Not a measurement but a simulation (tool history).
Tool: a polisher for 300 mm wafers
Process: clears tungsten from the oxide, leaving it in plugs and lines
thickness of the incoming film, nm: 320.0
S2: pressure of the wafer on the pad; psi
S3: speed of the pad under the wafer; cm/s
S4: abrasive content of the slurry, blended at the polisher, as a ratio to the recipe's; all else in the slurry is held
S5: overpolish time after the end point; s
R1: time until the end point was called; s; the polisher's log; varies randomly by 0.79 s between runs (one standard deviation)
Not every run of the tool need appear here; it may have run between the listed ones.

run 1 hour=0.0 | flow_of_slurry_(ml/min)=180 S2=3.4 S3=106 S4=1.0 S5=5 | R1=61.185
run 2 hour=3.3 | flow_of_slurry_(ml/min)=180 S2=3.5 S3=106 S4=1.0 S5=5 | R1=57.847
run 3 hour=7.2 | flow_of_slurry_(ml/min)=180 S2=3.5 S3=106 S4=1.0 S5=4 | R1=60.217
run 4 hour=9.3 | flow_of_slurry_(ml/min)=180 S2=3.6 S3=106 S4=1.0 S5=4 | R1=56.072
run 5 hour=12.4 | flow_of_slurry_(ml/min)=225 S2=3.6 S3=106 S4=1.0 S5=4 | R1=57.188
run 6 hour=17.3 | flow_of_slurry_(ml/min)=225 S2=3.7 S3=106 S4=1.0 S5=4 | R1=54.678

The next listed run, before its measurement:
run 7 hour=19.0 | flow_of_slurry_(ml/min)=225 S2=3.8 S3=106 S4=1.0 S5=4 | R1=?

Logged for run 7: R1 52.574 s.
